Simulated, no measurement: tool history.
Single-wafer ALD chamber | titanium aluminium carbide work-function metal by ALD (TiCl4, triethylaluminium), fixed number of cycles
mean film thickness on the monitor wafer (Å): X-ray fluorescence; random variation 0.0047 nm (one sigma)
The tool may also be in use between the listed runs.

| run | hour | heater temperature setpoint (°C) | triethylaluminium pulse time (s) | mean film thickness on the monitor wafer (Å) |
|---|---|---|---|---|
| 1 | 0 | 315 | 11.17 | 22.025 |
| 2 | 0.6 | 312 | 10.84 | 21.82 |
| 3 | 3.9 | 321 | 10.84 | 22.437 |
| 4 | 7.8 | 318 | 10.24 | 22.042 |
| 5 | 12.3 | 315 | 9.75 | 21.705 |
| 6 | 17.7 | 307 | 9.75 | 21.068 |
| 7 | 19.1 | 306 | 9.56 | 20.94 |
| 8 | 26.4 | 305 | 9.39 | 20.834 |
| 9 | 29.8 | 304 | 9.24 | 20.607 |
| 10 | 36.3 | 303 | 9.15 | 20.436 |
| 11 | 42.6 | 302 | 9.09 | 20.406 |
| 12 | 46.2 | 296 | 8.3 | 19.418 |
| 13 | 52.3 | 297 | 8.34 | 19.529 |

Forecast run 14:
| 14 | 56.3 | 297 | 8.37 | ? |

{"run 14": {"mean film thickness on the monitor wafer (Å)": 19.604}}
